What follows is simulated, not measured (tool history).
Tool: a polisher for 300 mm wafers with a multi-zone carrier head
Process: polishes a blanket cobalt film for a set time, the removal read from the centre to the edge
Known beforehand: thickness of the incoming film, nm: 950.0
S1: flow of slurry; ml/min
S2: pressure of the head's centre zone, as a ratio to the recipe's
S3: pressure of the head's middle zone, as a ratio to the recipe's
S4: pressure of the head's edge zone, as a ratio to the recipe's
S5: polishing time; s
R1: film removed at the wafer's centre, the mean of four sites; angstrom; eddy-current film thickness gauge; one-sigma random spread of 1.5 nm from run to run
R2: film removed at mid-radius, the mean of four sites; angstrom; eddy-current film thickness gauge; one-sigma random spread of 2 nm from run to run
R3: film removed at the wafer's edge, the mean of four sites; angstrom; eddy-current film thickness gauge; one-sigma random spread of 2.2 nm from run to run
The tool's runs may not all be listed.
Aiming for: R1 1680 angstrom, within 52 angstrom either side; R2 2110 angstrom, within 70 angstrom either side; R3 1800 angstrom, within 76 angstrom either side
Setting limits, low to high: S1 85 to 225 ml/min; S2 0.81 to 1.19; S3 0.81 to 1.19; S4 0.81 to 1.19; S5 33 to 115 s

run	hour	S1	S2	S3	S4	S5	R1	R2	R3
1	0	145	1	1	1	73	2447.7	2548.2	2633
2	1.4	140	0.98	1.03	0.95	67	2192.2	2343.8	2339
3	3.8	140	0.98	1.03	1.01	67	2204.3	2353	2403.1
4	11.6	135	0.96	1.07	0.96	64	2047.1	2371.8	2232.8
5	16.1	130	0.95	1.08	0.93	61	1922.7	2200.2	2083.2
6	18.1	125	0.94	1.1	0.9	60	1854.9	2215.7	2031.2
7	25.2	120	0.94	1.11	0.88	59	1835.3	2191.7	1951.9
8	31.2	115	0.93	1.12	0.86	59	1760.7	2171.5	1911.9
9	39.1	110	0.93	1.12	0.85	59	1753.9	2167.9	1860.9
# hour 41: edge zone pressure recalibrated
10	41	105	0.93	1.12	0.85	59	1727.3	2109	1784.3

4 candidate next runs follow, results not yet known. Just one meets every target within its allowed miss. Identify it.
A	42.9	120	0.97	1.12	0.9	54	?	?	?
B	42.9	170	0.87	1.11	1	52	?	?	?
C	42.9	125	0.92	1.13	0.88	56	?	?	?
D	42.9	145	0.91	0.98	0.85	57	?	?	?

move	R1	R2	R3
A	1727.7	1993.2	1681
B	1588.6	2016.3	1770.8
C	1712.6	2097.9	1733.9
D	1771.4	1948.8	1771.7
A: brings the result that was furthest off to its target, and leaves another outside
B: pushes the last run's worst result past its target
C: hits every target within its allowed miss
D: moves away from the targets compared with the last run
Correct choice: C, which meets every target

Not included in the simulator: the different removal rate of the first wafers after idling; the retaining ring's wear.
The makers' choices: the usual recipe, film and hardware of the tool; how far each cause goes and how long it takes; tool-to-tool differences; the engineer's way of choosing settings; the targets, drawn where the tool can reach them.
